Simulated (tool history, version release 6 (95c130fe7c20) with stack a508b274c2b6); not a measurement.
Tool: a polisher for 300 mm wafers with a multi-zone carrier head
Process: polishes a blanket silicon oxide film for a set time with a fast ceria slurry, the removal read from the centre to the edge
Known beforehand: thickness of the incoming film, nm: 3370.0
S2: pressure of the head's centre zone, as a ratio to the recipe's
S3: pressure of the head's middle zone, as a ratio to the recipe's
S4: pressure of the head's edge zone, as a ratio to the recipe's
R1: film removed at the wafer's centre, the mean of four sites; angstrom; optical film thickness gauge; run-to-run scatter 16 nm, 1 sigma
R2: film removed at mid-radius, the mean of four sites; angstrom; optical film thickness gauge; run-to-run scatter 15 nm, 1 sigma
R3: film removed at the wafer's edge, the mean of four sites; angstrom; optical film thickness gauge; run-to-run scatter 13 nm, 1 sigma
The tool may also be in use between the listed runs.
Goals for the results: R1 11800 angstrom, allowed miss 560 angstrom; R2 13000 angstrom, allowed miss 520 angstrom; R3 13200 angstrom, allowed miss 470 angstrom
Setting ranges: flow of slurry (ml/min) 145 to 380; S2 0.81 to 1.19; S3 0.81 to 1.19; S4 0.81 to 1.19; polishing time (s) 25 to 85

run 1 hour=0 | flow_of_slurry_(ml/min)=245 S2=1 S3=1 S4=1 polishing_time_(s)=55 | R1=9620.2 R2=9455.9 R3=9372.5
run 2 hour=0.7 | flow_of_slurry_(ml/min)=245 S2=1 S3=0.97 S4=1 polishing_time_(s)=55 | R1=9406.7 R2=9379.4 R3=9390.2
run 3 hour=1.7 | flow_of_slurry_(ml/min)=250 S2=0.98 S3=0.98 S4=1.02 polishing_time_(s)=59 | R1=10180 R2=10041 R3=10200
run 4 hour=4.2 | flow_of_slurry_(ml/min)=225 S2=0.98 S3=0.98 S4=1.02 polishing_time_(s)=59 | R1=9787.8 R2=9719.7 R3=10158
run 5 hour=10 | flow_of_slurry_(ml/min)=225 S2=0.98 S3=0.91 S4=1.02 polishing_time_(s)=59 | R1=9510.3 R2=9125 R3=10202
run 6 hour=14.5 | flow_of_slurry_(ml/min)=195 S2=0.98 S3=0.91 S4=1.02 polishing_time_(s)=59 | R1=9719.7 R2=8956.4 R3=9909.5
run 7 hour=16.2 | flow_of_slurry_(ml/min)=220 S2=0.98 S3=0.95 S4=1.05 polishing_time_(s)=61 | R1=9887.2 R2=9876.1 R3=10549
run 8 hour=17.4 | flow_of_slurry_(ml/min)=235 S2=0.99 S3=0.96 S4=1.07 polishing_time_(s)=63 | R1=10761 R2=10300 R3=11113
run 9 hour=22.1 | flow_of_slurry_(ml/min)=250 S2=0.97 S3=0.98 S4=1.09 polishing_time_(s)=65 | R1=10681 R2=10968 R3=11521
run 10 hour=30.5 | flow_of_slurry_(ml/min)=250 S2=0.97 S3=0.98 S4=1.09 polishing_time_(s)=65 | R1=11056 R2=10996 R3=11631
run 11 hour=35 | flow_of_slurry_(ml/min)=260 S2=0.95 S3=1 S4=1.1 polishing_time_(s)=66 | R1=10772 R2=11341 R3=11797
run 12 hour=43.7 | flow_of_slurry_(ml/min)=265 S2=0.95 S3=1.01 S4=1.11 polishing_time_(s)=67 | R1=10912 R2=11683 R3=12089
run 13 hour=46.2 | flow_of_slurry_(ml/min)=270 S2=0.95 S3=1.02 S4=1.12 polishing_time_(s)=68 | R1=11218 R2=11822 R3=12306
run 14 hour=47.5 | flow_of_slurry_(ml/min)=275 S2=0.95 S3=1.03 S4=1.13 polishing_time_(s)=69 | R1=11485 R2=12240 R3=12660
run 15 hour=55.4 | flow_of_slurry_(ml/min)=280 S2=0.95 S3=1.04 S4=1.14 polishing_time_(s)=69 | R1=11554 R2=12374 R3=12720

5 next moves are on the table. One of them brings every result within its allowed miss. Which?
run A hour=63.3 | flow_of_slurry_(ml/min)=305 S2=0.89 S3=0.98 S4=1.03 polishing_time_(s)=76 | R1=? R2=? R3=?
run B hour=63.3 | flow_of_slurry_(ml/min)=255 S2=0.96 S3=1.02 S4=1.1 polishing_time_(s)=67 | R1=? R2=? R3=?
run C hour=63.3 | flow_of_slurry_(ml/min)=310 S2=0.94 S3=1.11 S4=1.06 polishing_time_(s)=69 | R1=? R2=? R3=?
run D hour=63.3 | flow_of_slurry_(ml/min)=315 S2=1.01 S3=1.05 S4=1.15 polishing_time_(s)=63 | R1=? R2=? R3=?
run E hour=63.3 | flow_of_slurry_(ml/min)=270 S2=0.99 S3=1.11 S4=1.03 polishing_time_(s)=66 | R1=? R2=? R3=?

move=A R1=11985 R2=12903 R3=13233
move=B R1=11161 R2=11532 R3=11869
move=C R1=11529 R2=13040 R3=12179
move=D R1=11331 R2=11366 R3=11612
move=E R1=11433 R2=12290 R3=11359
A: in spec on every target
B: misses by more than the last run did
C: gets the furthest-off result to its target, but another result is out of tolerance
D: misses by more than the last run did
E: misses by more than the last run did
The move that meets every target is A.
